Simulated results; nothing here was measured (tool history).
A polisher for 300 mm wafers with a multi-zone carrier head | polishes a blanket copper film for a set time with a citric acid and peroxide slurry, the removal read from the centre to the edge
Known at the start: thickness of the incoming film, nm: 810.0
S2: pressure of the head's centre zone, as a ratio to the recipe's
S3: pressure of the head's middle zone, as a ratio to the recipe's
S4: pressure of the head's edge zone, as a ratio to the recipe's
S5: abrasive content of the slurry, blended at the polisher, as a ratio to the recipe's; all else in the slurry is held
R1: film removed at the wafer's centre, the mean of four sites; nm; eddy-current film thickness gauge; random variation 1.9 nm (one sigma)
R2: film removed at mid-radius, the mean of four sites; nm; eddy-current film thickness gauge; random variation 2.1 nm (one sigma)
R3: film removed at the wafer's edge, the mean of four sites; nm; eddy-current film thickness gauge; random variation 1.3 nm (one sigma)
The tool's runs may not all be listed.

{"run": 1, "hour": 0.0, "flow of slurry (ml/min)": 175, "S2": 1.0, "S3": 1.0, "S4": 1.0, "S5": 1.0, "polishing time (s)": 72, "R1": 203.22, "R2": 199.45, "R3": 203.26}
{"run": 2, "hour": 2.4, "flow of slurry (ml/min)": 175, "S2": 1.0, "S3": 1.0, "S4": 1.07, "S5": 1.0, "polishing time (s)": 72, "R1": 206.43, "R2": 197.34, "R3": 211.76}
{"run": 3, "hour": 5.2, "flow of slurry (ml/min)": 175, "S2": 1.0, "S3": 1.0, "S4": 1.13, "S5": 1.0, "polishing time (s)": 72, "R1": 206.4, "R2": 196.81, "R3": 217.4}
{"run": 4, "hour": 13.0, "flow of slurry (ml/min)": 175, "S2": 1.0, "S3": 1.0, "S4": 1.13, "S5": 1.1, "polishing time (s)": 72, "R1": 211.33, "R2": 204.43, "R3": 216.18}
{"run": 5, "hour": 17.5, "flow of slurry (ml/min)": 175, "S2": 0.96, "S3": 1.0, "S4": 1.13, "S5": 1.1, "polishing time (s)": 72, "R1": 196.39, "R2": 206.38, "R3": 219.13}
{"run": 6, "hour": 18.4, "flow of slurry (ml/min)": 175, "S2": 0.96, "S3": 1.0, "S4": 1.13, "S5": 0.9, "polishing time (s)": 72, "R1": 193.85, "R2": 201.75, "R3": 211.87}

The next listed run, before its measurement:
{"run": 7, "hour": 26.1, "flow of slurry (ml/min)": 165, "S2": 0.95, "S3": 0.96, "S4": 1.1, "S5": 0.8, "polishing time (s)": 70, "R1": "?", "R2": "?", "R3": "?"}

R1: 176.29 nm
R2: 178.64 nm
R3: 200.29 nm

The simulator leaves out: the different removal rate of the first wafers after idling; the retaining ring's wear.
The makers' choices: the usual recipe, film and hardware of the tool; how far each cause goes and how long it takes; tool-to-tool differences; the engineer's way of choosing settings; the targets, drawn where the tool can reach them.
